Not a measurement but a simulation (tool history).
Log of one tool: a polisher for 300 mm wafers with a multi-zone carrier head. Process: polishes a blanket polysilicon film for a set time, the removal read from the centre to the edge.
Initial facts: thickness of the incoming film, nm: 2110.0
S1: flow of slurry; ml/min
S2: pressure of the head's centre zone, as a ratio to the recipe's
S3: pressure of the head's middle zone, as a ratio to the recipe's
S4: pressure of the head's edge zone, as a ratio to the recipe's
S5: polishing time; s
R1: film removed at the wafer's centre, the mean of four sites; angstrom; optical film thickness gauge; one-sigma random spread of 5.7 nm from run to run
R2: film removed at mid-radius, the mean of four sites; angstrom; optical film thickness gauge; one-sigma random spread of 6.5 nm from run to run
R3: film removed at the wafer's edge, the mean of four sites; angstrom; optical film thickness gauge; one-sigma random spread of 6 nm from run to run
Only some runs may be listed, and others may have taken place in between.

| run | hour | S1 | S2 | S3 | S4 | S5 | R1 | R2 | R3 |
|---|---|---|---|---|---|---|---|---|---|
| 1 | 0 | 240 | 1 | 1 | 1 | 58 | 6026.8 | 6103.8 | 6097.8 |
| 2 | 3.4 | 210 | 1 | 1 | 1 | 58 | 6171.2 | 6105.4 | 5991.4 |
| 3 | 10.1 | 195 | 0.99 | 1 | 0.97 | 54 | 5578.9 | 5682 | 5539.8 |
| 4 | 11.6 | 185 | 1.01 | 1.01 | 0.95 | 51 | 5229.8 | 5301.8 | 5196.2 |
| 5 | 17.7 | 185 | 1.01 | 0.94 | 0.95 | 51 | 5286 | 4843.8 | 5066.3 |
| 6 | 25.8 | 180 | 1.03 | 0.97 | 0.91 | 49 | 5204.2 | 4905 | 4680.3 |

The next listed run, before its measurement:
| 7 | 31.3 | 180 | 1.02 | 0.97 | 0.89 | 49 | ? | ? | ? |

R1: 5131.4 angstrom
R2: 4913.6 angstrom
R3: 4861 angstrom
